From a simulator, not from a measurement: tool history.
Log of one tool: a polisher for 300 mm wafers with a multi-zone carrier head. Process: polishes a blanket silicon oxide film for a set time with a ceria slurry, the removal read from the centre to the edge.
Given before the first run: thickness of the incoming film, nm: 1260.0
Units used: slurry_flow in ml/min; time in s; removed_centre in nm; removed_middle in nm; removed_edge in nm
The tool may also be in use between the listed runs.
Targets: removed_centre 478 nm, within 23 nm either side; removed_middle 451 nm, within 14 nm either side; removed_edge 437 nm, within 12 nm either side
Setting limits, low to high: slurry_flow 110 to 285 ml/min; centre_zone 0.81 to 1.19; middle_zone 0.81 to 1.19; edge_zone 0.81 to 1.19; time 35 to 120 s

run 1 hour=0 | slurry_flow=180 centre_zone=1 middle_zone=1 edge_zone=1 time=77 | removed_centre=525.22 removed_middle=545.61 removed_edge=502.69
run 2 hour=7.5 | slurry_flow=180 centre_zone=1.07 middle_zone=1 edge_zone=1 time=77 | removed_centre=561.8 removed_middle=541.95 removed_edge=512.18
run 3 hour=13.3 | slurry_flow=180 centre_zone=1.07 middle_zone=1 edge_zone=0.95 time=77 | removed_centre=565.08 removed_middle=533.33 removed_edge=493.42
run 4 hour=14.2 | slurry_flow=170 centre_zone=1.04 middle_zone=0.97 edge_zone=0.93 time=76 | removed_centre=522.11 removed_middle=518.17 removed_edge=486.03
run 5 hour=16.9 | slurry_flow=165 centre_zone=1.05 middle_zone=0.96 edge_zone=0.91 time=74 | removed_centre=514.37 removed_middle=505.38 removed_edge=468.15
run 6 hour=23.7 | slurry_flow=165 centre_zone=1.05 middle_zone=1.04 edge_zone=0.91 time=74 | removed_centre=511.16 removed_middle=521.81 removed_edge=465.33
run 7 hour=26.3 | slurry_flow=155 centre_zone=1.06 middle_zone=1 edge_zone=0.9 time=73 | removed_centre=516.4 removed_middle=498.86 removed_edge=446.57
run 8 hour=27.7 | slurry_flow=150 centre_zone=1.05 middle_zone=0.96 edge_zone=0.91 time=73 | removed_centre=513.23 removed_middle=493.65 removed_edge=453.81

4 candidate next runs follow, results not yet known. Just one meets every target within its allowed miss. Identify it.
run A hour=29.1 | slurry_flow=175 centre_zone=0.97 middle_zone=0.9 edge_zone=0.92 time=64 | removed_centre=? removed_middle=? removed_edge=?
run B hour=29.1 | slurry_flow=160 centre_zone=0.99 middle_zone=0.93 edge_zone=1.01 time=63 | removed_centre=? removed_middle=? removed_edge=?
run C hour=29.1 | slurry_flow=195 centre_zone=0.94 middle_zone=0.88 edge_zone=0.93 time=65 | removed_centre=? removed_middle=? removed_edge=?
run D hour=29.1 | slurry_flow=250 centre_zone=1 middle_zone=0.85 edge_zone=0.89 time=68 | removed_centre=? removed_middle=? removed_edge=?

move=A removed_centre=419.86 removed_middle=420.32 removed_edge=411.83
move=B removed_centre=417.87 removed_middle=417.4 removed_edge=420.99
move=C removed_centre=417.88 removed_middle=426.24 removed_edge=423.62
move=D removed_centre=477.14 removed_middle=447.76 removed_edge=441.72
A: carries the result that was furthest off beyond its target, to the other side
B: carries the result that was furthest off beyond its target, to the other side
C: carries the result that was furthest off beyond its target, to the other side
D: every result within its allowed miss
Move D is the one to make.

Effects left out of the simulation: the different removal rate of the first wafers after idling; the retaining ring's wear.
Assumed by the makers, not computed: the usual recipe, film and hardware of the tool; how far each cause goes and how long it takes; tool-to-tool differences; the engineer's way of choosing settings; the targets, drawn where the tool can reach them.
